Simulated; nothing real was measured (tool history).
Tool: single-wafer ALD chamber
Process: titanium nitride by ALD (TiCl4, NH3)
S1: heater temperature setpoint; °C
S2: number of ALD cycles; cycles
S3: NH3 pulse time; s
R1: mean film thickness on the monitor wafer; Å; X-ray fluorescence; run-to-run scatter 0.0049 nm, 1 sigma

run	hour	S1	S2	S3	R1
1	0.0	390	96	1.74	20.806
2	7.0	390	96	1.99	20.916
3	15.2	394	96	1.99	21.017
4	19.4	399	96	1.99	21.076
5	26.6	399	96	1.99	21.221
6	31.5	399	96	1.81	21.113

Forecast run 7:
7	37.0	390	95	1.47	?

{"run 7": {"R1": 20.412}}
